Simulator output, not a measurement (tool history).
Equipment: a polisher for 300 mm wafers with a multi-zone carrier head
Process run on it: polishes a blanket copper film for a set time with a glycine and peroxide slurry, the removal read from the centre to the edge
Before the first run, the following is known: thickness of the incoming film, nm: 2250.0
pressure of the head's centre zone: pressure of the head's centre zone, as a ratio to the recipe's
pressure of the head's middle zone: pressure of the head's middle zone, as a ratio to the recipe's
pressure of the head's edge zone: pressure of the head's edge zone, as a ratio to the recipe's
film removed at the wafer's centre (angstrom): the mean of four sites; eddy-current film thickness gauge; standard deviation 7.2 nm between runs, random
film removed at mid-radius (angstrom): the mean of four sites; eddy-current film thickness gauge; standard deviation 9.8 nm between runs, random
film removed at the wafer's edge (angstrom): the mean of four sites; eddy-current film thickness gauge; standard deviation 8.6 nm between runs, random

run,hour,flow of slurry (ml/min),pressure of the head's centre zone,pressure of the head's middle zone,pressure of the head's edge zone,polishing time (s),film removed at the wafer's centre (angstrom),film removed at mid-radius (angstrom),film removed at the wafer's edge (angstrom)
1,0.0,285,1.00,1.00,1.00,74,4362.2,4317.9,4055.8
2,1.2,285,1.00,1.02,1.03,82,4840.2,4828.3,4541.7
3,6.4,285,1.00,1.02,0.95,82,4794.8,4920.8,4420.8
4,13.3,285,0.99,1.03,0.97,89,5162.7,5359.6,4929.9
5,19.3,285,0.99,1.03,1.05,89,5236.0,5201.8,5181.3
6,22.0,290,0.99,1.06,1.05,93,5487.7,5689.8,5316.2
7,24.9,290,0.99,1.07,1.06,96,5546.1,5719.1,5518.5
8,25.5,295,0.99,1.08,1.05,99,5791.4,6196.2,5690.6

Run 9 has not been measured yet. What should we expect?
9,28.9,295,0.99,1.08,1.06,101,?,?,?

{"run 9": {"film removed at the wafer's centre (angstrom)": 6058.9, "film removed at mid-radius (angstrom)": 6209.2, "film removed at the wafer's edge (angstrom)": 5824.9}}
